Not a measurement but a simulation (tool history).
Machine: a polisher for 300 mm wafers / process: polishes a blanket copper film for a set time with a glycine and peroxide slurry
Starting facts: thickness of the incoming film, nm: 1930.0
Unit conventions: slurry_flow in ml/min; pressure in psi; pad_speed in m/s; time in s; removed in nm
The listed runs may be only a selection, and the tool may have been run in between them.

run,hour,slurry_flow,pressure,pad_speed,time,removed
1,0.0,290,2.0,0.92,43,203.60
2,2.1,290,1.7,0.92,43,179.43
3,9.1,290,1.9,0.92,43,194.09
4,10.6,245,1.9,0.92,43,190.07
5,15.8,220,1.9,0.92,43,193.23
6,18.8,220,2.1,0.92,43,206.96
7,22.1,220,2.2,0.92,43,213.93
8,27.8,220,2.3,0.92,43,217.25

What does the tool deliver on the next run?
9,35.6,220,2.3,0.92,43,?

removed: 220.91 nm
